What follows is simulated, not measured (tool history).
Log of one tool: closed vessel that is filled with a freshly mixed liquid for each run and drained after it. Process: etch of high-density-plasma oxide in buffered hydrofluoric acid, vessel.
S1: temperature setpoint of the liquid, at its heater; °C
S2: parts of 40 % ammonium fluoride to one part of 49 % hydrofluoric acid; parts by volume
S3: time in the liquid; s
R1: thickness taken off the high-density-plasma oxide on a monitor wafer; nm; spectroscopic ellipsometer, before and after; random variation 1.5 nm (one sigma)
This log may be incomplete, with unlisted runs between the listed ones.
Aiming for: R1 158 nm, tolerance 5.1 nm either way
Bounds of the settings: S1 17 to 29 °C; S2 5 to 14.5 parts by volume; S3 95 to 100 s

| run | day | S1 | S2 | S3 | R1 |
|---|---|---|---|---|---|
| 1 | 0 | 21 | 9 | 95 | 114.13 |
| 2 | 0.204 | 23 | 9 | 95 | 127.65 |
| 3 | 0.304 | 23 | 11 | 95 | 108.38 |
| 4 | 0.646 | 25 | 11 | 95 | 120.97 |
| 5 | 0.746 | 25 | 11 | 95 | 121.53 |
| 6 | 0.783 | 26 | 11 | 95 | 125.3 |
| 7 | 1.154 | 26 | 11 | 95 | 127.41 |
|  | 1.517 | thermometer replaced |
| 8 | 1.517 | 27 | 11 | 95 | 125.17 |
| 9 | 1.596 | 27.5 | 10 | 95 | 139.78 |

Consider the 5 candidate settings below. Which is the only one whose results all fall within their allowed miss of target?
| A | 1.675 | 29 | 9.5 | 95 | ? |
| B | 1.675 | 27.5 | 9.5 | 95 | ? |
| C | 1.675 | 27.5 | 11 | 100 | ? |
| D | 1.675 | 26.5 | 9.5 | 100 | ? |
| E | 1.675 | 27 | 9.5 | 100 | ? |

| move | R1 |
|---|---|
| A | 157.57 |
| B | 145.52 |
| C | 135.18 |
| D | 145.21 |
| E | 149.15 |
A: all results land within tolerance of their targets
B: gains on the last run, yet a result remains outside its allowed miss
C: further off than the last run
D: gains on the last run, yet a result remains outside its allowed miss
E: gains on the last run, yet a result remains outside its allowed miss
So the answer is move A, the one that meets all the targets.

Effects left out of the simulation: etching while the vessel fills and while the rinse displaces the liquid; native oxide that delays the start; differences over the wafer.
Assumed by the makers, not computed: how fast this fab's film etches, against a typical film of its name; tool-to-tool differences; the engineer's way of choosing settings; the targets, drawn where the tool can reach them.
